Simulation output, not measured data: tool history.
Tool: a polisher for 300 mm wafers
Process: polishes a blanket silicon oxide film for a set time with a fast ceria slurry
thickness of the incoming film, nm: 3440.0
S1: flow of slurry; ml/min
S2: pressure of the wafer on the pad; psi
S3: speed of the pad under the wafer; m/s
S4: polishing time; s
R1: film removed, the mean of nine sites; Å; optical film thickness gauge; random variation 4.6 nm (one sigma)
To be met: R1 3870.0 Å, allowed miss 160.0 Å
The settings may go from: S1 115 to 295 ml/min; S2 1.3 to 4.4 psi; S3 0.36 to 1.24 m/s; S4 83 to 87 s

{"run": 1, "hour": 0.0, "S1": 190, "S2": 2.8, "S3": 0.8, "S4": 83, "R1": 8918.1}
{"run": 2, "hour": 6.2, "S1": 190, "S2": 2.5, "S3": 0.76, "S4": 83, "R1": 7605.1}
{"run": 3, "hour": 10.8, "S1": 190, "S2": 2.3, "S3": 0.72, "S4": 83, "R1": 6654.5}
{"run": 4, "hour": 14.2, "S1": 190, "S2": 2.1, "S3": 0.7, "S4": 83, "R1": 5780.1}
{"run": 5, "hour": 15.2, "S1": 190, "S2": 1.9, "S3": 0.7, "S4": 83, "R1": 5316.4}
{"run": 6, "hour": 17.3, "S1": 190, "S2": 2.3, "S3": 0.7, "S4": 83, "R1": 6476.0}
{"run": 7, "hour": 24.7, "S1": 190, "S2": 2.1, "S3": 0.68, "S4": 83, "R1": 5831.7}
{"run": 8, "hour": 26.7, "S1": 190, "S2": 1.9, "S3": 0.66, "S4": 83, "R1": 4976.7}
{"run": 9, "hour": 31.3, "S1": 190, "S2": 1.9, "S3": 0.66, "S4": 83, "R1": 5004.3}
{"run": 10, "hour": 37.7, "S1": 185, "S2": 1.3, "S3": 0.62, "S4": 83, "R1": 3228.4}

Which of these 4 next moves meets every target?
{"run": "A", "hour": 44.1, "S1": 190, "S2": 1.3, "S3": 0.56, "S4": 83, "R1": "?"}
{"run": "B", "hour": 44.1, "S1": 170, "S2": 1.7, "S3": 0.62, "S4": 87, "R1": "?"}
{"run": "C", "hour": 44.1, "S1": 155, "S2": 2.1, "S3": 0.46, "S4": 83, "R1": "?"}
{"run": "D", "hour": 44.1, "S1": 180, "S2": 1.5, "S3": 0.68, "S4": 86, "R1": "?"}

move=A R1=3002.7
move=B R1=4391.7
move=C R1=3791.1
move=D R1=4254.4
A: further off than the last run
B: takes the result that was furthest off past its target
C: meets every target
D: takes the result that was furthest off past its target
Answer: C
